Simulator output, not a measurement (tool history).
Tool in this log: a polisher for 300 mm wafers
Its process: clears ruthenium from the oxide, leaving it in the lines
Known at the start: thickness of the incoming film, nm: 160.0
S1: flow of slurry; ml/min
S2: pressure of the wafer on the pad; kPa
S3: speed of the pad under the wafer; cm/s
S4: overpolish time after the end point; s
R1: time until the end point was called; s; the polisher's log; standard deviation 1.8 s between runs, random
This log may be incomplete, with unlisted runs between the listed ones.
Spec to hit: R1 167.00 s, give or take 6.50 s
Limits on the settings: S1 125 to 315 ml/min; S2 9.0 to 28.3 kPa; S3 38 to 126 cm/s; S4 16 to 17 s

run 1 hour=0.0 | S1=205 S2=18.6 S3=82 S4=16 | R1=130.47
run 2 hour=0.7 | S1=205 S2=17.9 S3=82 S4=16 | R1=136.65
run 3 hour=6.6 | S1=205 S2=17.9 S3=82 S4=16 | R1=138.96
run 4 hour=12.9 | S1=205 S2=20.0 S3=82 S4=16 | R1=123.77
run 5 hour=17.3 | S1=205 S2=24.1 S3=82 S4=16 | R1=102.87
run 6 hour=21.3 | S1=245 S2=24.1 S3=82 S4=16 | R1=103.41
run 7 hour=22.1 | S1=245 S2=19.3 S3=80 S4=16 | R1=127.30
run 8 hour=30.2 | S1=240 S2=14.5 S3=78 S4=16 | R1=174.46

4 candidate next runs follow, results not yet known. Just one meets every target within its allowed miss. Identify it.
run A hour=38.3 | S1=275 S2=11.0 S3=96 S4=16 | R1=?
run B hour=38.3 | S1=160 S2=17.9 S3=78 S4=16 | R1=?
run C hour=38.3 | S1=220 S2=14.5 S3=82 S4=16 | R1=?
run D hour=38.3 | S1=230 S2=14.5 S3=88 S4=16 | R1=?

move=A R1=178.83
move=B R1=147.02
move=C R1=164.65
move=D R1=152.93
A: further off than the last run
B: carries the result that was furthest off beyond its target, to the other side
C: meets every target
D: carries the result that was furthest off beyond its target, to the other side
C meets every target.

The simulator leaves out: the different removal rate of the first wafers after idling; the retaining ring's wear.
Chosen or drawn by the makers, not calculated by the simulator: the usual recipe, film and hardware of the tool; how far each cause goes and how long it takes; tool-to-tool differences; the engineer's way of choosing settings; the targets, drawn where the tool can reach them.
